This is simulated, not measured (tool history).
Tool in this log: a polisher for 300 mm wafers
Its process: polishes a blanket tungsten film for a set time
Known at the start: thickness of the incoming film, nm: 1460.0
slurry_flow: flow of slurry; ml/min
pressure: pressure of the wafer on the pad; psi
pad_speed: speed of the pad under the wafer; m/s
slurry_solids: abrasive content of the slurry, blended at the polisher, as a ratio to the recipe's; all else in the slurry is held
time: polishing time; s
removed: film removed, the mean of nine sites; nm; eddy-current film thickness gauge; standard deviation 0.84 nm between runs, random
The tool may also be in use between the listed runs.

run 1 day=0 | slurry_flow=235 pressure=4.5 pad_speed=1.06 slurry_solids=1 time=30 | removed=148.92
run 2 day=0.096 | slurry_flow=230 pressure=4.3 pad_speed=1.06 slurry_solids=1 time=30 | removed=141.78
run 3 day=0.258 | slurry_flow=230 pressure=3.7 pad_speed=1.06 slurry_solids=1 time=30 | removed=123.31
run 4 day=0.433 | slurry_flow=230 pressure=3.7 pad_speed=0.8 slurry_solids=1 time=30 | removed=93.92
run 5 day=0.796 | slurry_flow=235 pressure=4.1 pad_speed=0.8 slurry_solids=1 time=30 | removed=103.66
run 6 day=0.896 | slurry_flow=240 pressure=4.4 pad_speed=0.8 slurry_solids=1 time=30 | removed=111.81
run 7 day=0.938 | slurry_flow=245 pressure=4.6 pad_speed=0.8 slurry_solids=1 time=30 | removed=117.68
run 8 day=1.233 | slurry_flow=255 pressure=4.7 pad_speed=0.8 slurry_solids=1 time=30 | removed=119.08
run 9 day=1.471 | slurry_flow=255 pressure=4.8 pad_speed=0.8 slurry_solids=1 time=30 | removed=121.06

Run 10 has not been measured yet. What should we expect?
run 10 day=1.717 | slurry_flow=255 pressure=4.9 pad_speed=0.8 slurry_solids=1 time=30 | removed=?

Logged for run 10: removed 125.98 nm.

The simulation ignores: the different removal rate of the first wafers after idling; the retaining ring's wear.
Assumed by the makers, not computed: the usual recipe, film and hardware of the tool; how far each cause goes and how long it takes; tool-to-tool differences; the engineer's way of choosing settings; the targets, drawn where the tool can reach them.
